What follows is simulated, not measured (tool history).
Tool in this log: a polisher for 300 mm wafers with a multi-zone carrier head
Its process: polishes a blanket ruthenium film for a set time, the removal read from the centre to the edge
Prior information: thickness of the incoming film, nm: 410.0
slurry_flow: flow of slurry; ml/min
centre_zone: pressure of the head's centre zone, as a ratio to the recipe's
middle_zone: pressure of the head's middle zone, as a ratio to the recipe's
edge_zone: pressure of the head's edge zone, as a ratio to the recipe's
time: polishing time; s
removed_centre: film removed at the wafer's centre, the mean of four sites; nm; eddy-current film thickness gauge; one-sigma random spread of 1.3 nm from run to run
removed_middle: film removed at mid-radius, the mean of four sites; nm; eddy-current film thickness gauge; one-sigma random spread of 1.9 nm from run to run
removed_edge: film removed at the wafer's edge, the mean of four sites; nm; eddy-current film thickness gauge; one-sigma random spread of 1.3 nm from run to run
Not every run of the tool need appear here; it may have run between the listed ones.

run	day	slurry_flow	centre_zone	middle_zone	edge_zone	time	removed_centre	removed_middle	removed_edge
1	0.000	310	1.00	1.00	1.00	72	99.326	101.41	104.44
2	0.138	315	1.01	1.01	1.03	77	108.220	106.28	113.06
3	0.400	315	1.01	1.03	1.04	82	113.410	116.32	120.57
4	0.700	315	1.02	1.04	1.06	86	121.360	123.44	128.93
5	0.904	320	1.03	1.05	1.08	89	128.170	129.49	134.67
# day 0.975: slurry nozzle cleaned
6	0.975	325	1.03	1.06	1.10	91	139.900	136.46	144.61
7	1.271	340	1.02	1.07	1.11	91	134.350	143.20	145.72
8	1.338	355	1.03	1.07	1.13	91	138.100	142.08	147.28
9	1.679	365	1.03	1.07	1.14	91	139.260	140.95	149.86
10	1.958	375	1.04	1.08	1.15	91	140.980	145.51	150.26
11	2.117	385	1.04	1.08	1.16	91	140.220	142.57	150.36
12	2.242	385	1.04	1.08	1.17	92	143.480	143.74	150.70

Expected results for the next run?
13	2.275	385	1.04	1.08	1.17	93	?	?	?

removed_centre: 145.080 nm
removed_middle: 148.20 nm
removed_edge: 155.35 nm

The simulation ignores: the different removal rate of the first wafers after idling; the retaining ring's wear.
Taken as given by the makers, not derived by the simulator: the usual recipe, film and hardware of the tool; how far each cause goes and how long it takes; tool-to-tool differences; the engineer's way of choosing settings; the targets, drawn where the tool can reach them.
